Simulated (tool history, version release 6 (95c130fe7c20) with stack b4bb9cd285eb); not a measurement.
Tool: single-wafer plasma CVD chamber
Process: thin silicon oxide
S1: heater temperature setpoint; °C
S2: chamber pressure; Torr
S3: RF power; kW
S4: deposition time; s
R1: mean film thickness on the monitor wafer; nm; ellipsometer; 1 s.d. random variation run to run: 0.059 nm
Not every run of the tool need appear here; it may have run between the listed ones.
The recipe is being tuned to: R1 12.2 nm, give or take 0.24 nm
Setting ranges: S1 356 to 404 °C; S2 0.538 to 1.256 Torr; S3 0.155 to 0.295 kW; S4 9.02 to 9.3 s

run    day   S1     S2     S3    S4      R1
  1      0  380  0.897  0.225  9.02  14.394
  2  0.129  380   0.88  0.225  9.02  14.345
  3  0.221  380  0.862  0.225  9.02  13.933
  4  0.404  380  0.862  0.225  9.02  13.972
  5  0.721  386  0.862  0.225  9.02  13.994
  6  0.946  386  0.848  0.225  9.02  13.718
  7  1.304  386  0.836  0.225  9.02  13.645
  8  1.483  386  0.824  0.225  9.02  13.357
  9  1.762  386  0.816  0.225  9.02   13.19
 10  1.812  386  0.809  0.225  9.02  13.167
 11  2.162  386  0.802  0.225  9.02   12.97

4 next moves are on the table. One of them brings every result within its allowed miss. Which?
  A  2.512  386   0.85   0.22   9.3   ?
  B  2.512  393  0.772  0.205  9.02   ?
  C  2.512  388   0.85  0.215   9.3   ?
  D  2.512  388  0.743   0.24  9.02   ?

move      R1
   A  14.067
   B  11.731
   C  13.862
   D   12.35
A: lands further from the targets than the last run did
B: moves the result that the last run missed by most past its target, out the other side
C: lands further from the targets than the last run did
D: every result within its allowed miss
Go with D: it meets all targets.

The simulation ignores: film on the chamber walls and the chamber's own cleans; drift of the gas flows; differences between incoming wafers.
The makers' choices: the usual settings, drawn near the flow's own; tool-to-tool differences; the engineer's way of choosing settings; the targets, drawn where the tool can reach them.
